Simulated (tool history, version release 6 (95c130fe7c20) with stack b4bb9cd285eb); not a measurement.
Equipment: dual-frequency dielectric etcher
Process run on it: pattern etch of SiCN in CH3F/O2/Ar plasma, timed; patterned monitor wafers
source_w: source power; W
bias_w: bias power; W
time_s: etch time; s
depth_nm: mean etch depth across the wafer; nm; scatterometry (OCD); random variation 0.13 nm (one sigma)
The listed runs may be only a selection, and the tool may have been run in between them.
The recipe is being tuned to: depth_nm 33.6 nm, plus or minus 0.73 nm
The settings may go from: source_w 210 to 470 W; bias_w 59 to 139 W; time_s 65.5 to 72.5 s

run    day  source_w  bias_w  time_s  depth_nm
  1      0       340      99    72.5    29.359
  2  0.317       340      89    72.5     28.38
  3  0.512       300      89    72.5    27.067
  4  0.625       340      93    72.5    28.768
  5  0.808       370      96    72.5     29.74
  6  0.921       420      96    72.5    31.428
  7  0.979       430      98    72.5    31.662
  8  1.188       440     100    72.5    32.211
  9  1.383       450     102    72.5    32.463

5 next moves are on the table. One of them brings every result within its allowed miss. Which?
  A  1.579       450     110      68         ?
  B  1.579       470      96    72.5         ?
  C  1.579       450     113    72.5         ?
  D  1.579       470      98    68.5         ?
  E  1.579       430     122    66.5         ?

move  depth_nm
   A    31.433
   B    32.495
   C    33.824
   D    30.911
   E    31.378
A: misses by more than the last run did
B: as far off as the last run
C: meets every target
D: misses by more than the last run did
E: misses by more than the last run did
Answer: C
